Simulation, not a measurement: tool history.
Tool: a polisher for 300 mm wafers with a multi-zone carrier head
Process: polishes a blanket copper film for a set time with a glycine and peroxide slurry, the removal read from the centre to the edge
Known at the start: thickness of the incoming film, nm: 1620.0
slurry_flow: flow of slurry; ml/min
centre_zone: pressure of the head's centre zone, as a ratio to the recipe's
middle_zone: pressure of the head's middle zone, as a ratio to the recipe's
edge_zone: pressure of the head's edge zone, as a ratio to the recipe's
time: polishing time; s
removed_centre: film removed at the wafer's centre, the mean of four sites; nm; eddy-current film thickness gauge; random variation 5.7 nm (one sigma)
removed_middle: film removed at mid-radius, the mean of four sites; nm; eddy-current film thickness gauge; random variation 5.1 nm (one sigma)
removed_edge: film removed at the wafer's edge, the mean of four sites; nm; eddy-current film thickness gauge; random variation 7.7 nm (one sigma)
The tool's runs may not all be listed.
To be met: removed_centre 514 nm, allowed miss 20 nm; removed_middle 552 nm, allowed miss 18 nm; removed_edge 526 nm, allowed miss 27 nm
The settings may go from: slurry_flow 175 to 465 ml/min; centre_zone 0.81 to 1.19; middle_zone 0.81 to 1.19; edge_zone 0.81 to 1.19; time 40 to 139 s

run	hour	slurry_flow	centre_zone	middle_zone	edge_zone	time	removed_centre	removed_middle	removed_edge
1	0	295	1	1	1	89	359.05	349.72	363.03
2	7.1	295	1	1.06	1	89	364.3	361.07	365.78
3	10	295	0.93	1.06	1	89	323.73	362.68	369.18
4	14.2	295	0.93	1.02	1	89	330.02	354.97	359.89
5	18.4	295	0.93	1.11	1	89	334.33	379.04	368.82
6	24	295	0.87	1.11	1	89	308.71	382.62	357.32
7	30.6	295	0.87	1.11	1	89	310.92	382.97	365.15
8	31.9	305	0.91	1.13	1.01	97	359.44	427.01	391.07
9	33.1	280	0.93	1.12	1.04	105	390.96	457.87	424.66

4 next moves are on the table. One of them brings every result within its allowed miss. Which?
A	34.3	325	0.91	1	1.17	138	?	?	?
B	34.3	190	1	1.11	1.01	132	?	?	?
C	34.3	345	1.14	0.93	1.12	123	?	?	?
D	34.3	240	0.86	1.1	1.08	139	?	?	?

move	removed_centre	removed_middle	removed_edge
A	520.55	546.1	612.33
B	522.26	546.56	527.35
C	584.64	459.37	536.37
D	483	583.02	581.9
A: brings the result that was furthest off to its target, and leaves another outside
B: meets every target
C: takes the result that was furthest off past its target
D: nearer than the last run, and not there yet
Answer: B

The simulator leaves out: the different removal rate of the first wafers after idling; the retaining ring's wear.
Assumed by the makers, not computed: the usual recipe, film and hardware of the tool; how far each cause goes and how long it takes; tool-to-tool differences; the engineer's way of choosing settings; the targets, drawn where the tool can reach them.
